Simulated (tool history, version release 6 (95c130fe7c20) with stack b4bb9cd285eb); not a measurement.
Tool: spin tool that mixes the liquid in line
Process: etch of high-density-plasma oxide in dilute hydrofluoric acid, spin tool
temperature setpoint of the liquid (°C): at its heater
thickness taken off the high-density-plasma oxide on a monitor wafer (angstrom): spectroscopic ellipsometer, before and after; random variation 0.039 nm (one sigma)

run  hour  temperature setpoint of the liquid (°C)  parts of water to one part of 49 % hydrofluoric acid (parts by volume)  time under the liquid (s)  thickness taken off the high-density-plasma oxide on a monitor wafer (angstrom)
  1   0.0                                     25.0                                                                      80                         45                                                                           50.986
  2   3.8                                     25.0                                                                      80                         25                                                                           28.209
  3  11.9                                     27.5                                                                      75                         25                                                                           33.515
  4  18.6                                     27.5                                                                      50                         25                                                                           52.558
  5  20.7                                     28.0                                                                      55                         25                                                                           47.922
  6  21.6                                     28.0                                                                      40                         25                                                                           67.935
  7  29.5                                     29.0                                                                      45                         25                                                                           61.660

Run 8 comes next. What will it give?
  8  33.2                                     28.0                                                                      50                         25                                                                                ?

Run 8 gave thickness taken off the high-density-plasma oxide on a monitor wafer (angstrom) 54.319.

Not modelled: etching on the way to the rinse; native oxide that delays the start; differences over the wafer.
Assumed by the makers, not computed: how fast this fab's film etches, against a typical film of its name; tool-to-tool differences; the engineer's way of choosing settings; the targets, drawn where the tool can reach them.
